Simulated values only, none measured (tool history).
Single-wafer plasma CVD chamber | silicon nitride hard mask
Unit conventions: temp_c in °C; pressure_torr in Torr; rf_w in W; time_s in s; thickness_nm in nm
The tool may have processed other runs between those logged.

| run | hour | temp_c | pressure_torr | rf_w | time_s | thickness_nm |
|---|---|---|---|---|---|---|
| 1 | 0.0 | 375 | 1.40 | 365 | 24.6 | 29.762 |
| 2 | 7.2 | 375 | 1.40 | 325 | 24.6 | 27.214 |
| 3 | 11.8 | 375 | 1.40 | 365 | 24.6 | 29.726 |
| 4 | 18.2 | 375 | 1.24 | 350 | 24.6 | 28.162 |
| 5 | 25.9 | 370 | 1.24 | 350 | 24.6 | 28.248 |
| 6 | 33.9 | 371 | 1.12 | 335 | 24.6 | 26.717 |

Forecast run 7:
| 7 | 40.3 | 371 | 1.04 | 325 | 24.6 | ? |

For run 7 the tool returned thickness_nm 25.790 nm.
